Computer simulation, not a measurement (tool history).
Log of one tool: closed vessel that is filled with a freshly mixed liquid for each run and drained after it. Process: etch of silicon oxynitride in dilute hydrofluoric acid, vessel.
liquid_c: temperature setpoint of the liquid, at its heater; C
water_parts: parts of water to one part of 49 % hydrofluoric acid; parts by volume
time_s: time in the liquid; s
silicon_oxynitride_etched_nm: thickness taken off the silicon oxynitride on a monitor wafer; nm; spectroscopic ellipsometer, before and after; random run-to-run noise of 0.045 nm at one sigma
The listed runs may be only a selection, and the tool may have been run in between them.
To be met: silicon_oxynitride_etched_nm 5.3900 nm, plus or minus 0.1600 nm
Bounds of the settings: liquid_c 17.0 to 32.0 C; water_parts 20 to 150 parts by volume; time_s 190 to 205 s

run,hour,liquid_c,water_parts,time_s,silicon_oxynitride_etched_nm
1,0.0,24.0,85,190,8.8579
2,5.7,24.0,110,190,6.6528
3,13.4,24.0,110,190,6.6651
4,22.1,24.0,110,205,7.1122
5,29.9,23.0,110,205,6.8563
6,34.0,20.5,110,205,6.1093
7,36.1,20.0,110,205,5.9462
8,40.0,19.5,110,205,5.8200

Which of these 5 next moves meets every target?
A,43.9,17.5,110,200,?
B,43.9,21.5,130,205,?
C,43.9,18.5,120,200,?
D,43.9,20.5,130,205,?
E,43.9,19.0,125,205,?

move,silicon_oxynitride_etched_nm
A,5.1709
B,5.3719
C,4.9471
D,5.1217
E,4.9715
A: moves the result that the last run missed by most past its target, out the other side
B: every result within its allowed miss
C: moves the result that the last run missed by most past its target, out the other side
D: moves the result that the last run missed by most past its target, out the other side
E: moves the result that the last run missed by most past its target, out the other side
Answer: B
